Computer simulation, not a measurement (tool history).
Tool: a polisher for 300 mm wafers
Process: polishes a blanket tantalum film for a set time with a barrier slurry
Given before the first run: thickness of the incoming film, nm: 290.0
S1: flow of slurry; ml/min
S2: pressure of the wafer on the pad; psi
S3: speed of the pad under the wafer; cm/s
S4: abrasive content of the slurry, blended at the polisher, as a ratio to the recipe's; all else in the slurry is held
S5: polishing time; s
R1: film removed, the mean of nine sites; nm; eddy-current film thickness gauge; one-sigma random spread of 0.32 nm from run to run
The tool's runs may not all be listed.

run	hour	S1	S2	S3	S4	S5	R1
1	0.0	160	1.9	96	1.0	36	49.858
2	4.6	155	1.8	96	1.0	36	46.938
3	10.2	150	1.7	96	1.0	36	45.917
4	11.3	150	1.6	96	1.0	36	43.071
5	17.2	180	1.6	96	1.0	36	44.538
6	20.1	175	1.5	96	1.0	36	43.250
7	23.1	165	1.5	96	1.0	36	41.945
8	26.5	160	1.5	96	1.0	36	41.698
9	28.2	155	1.5	96	1.0	36	41.721

Forecast run 10:
10	35.6	150	1.5	96	1.0	36	?

{"run 10": {"R1": 41.127}}
